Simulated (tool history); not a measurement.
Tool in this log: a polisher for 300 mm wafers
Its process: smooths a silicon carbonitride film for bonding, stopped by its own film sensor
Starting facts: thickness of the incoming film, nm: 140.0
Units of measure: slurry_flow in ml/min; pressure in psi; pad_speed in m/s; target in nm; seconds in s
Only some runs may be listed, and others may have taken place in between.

run,hour,slurry_flow,pressure,pad_speed,slurry_solids,target,seconds
1,0,145,2.4,0.76,1,118,124.17
2,7.1,145,2.4,0.76,1,118,122.36
3,11.8,145,2.6,0.76,1,118,114
4,12.9,155,2.6,0.76,1,118,112.6
5,17.6,155,2.8,0.76,1,118,104.36
6,23.6,175,2.8,0.76,1,118,101.86

Run 7 is up next; what results do you expect?
7,26.8,175,3,0.76,1,118,?

Run 7 yielded seconds 96.801 s.
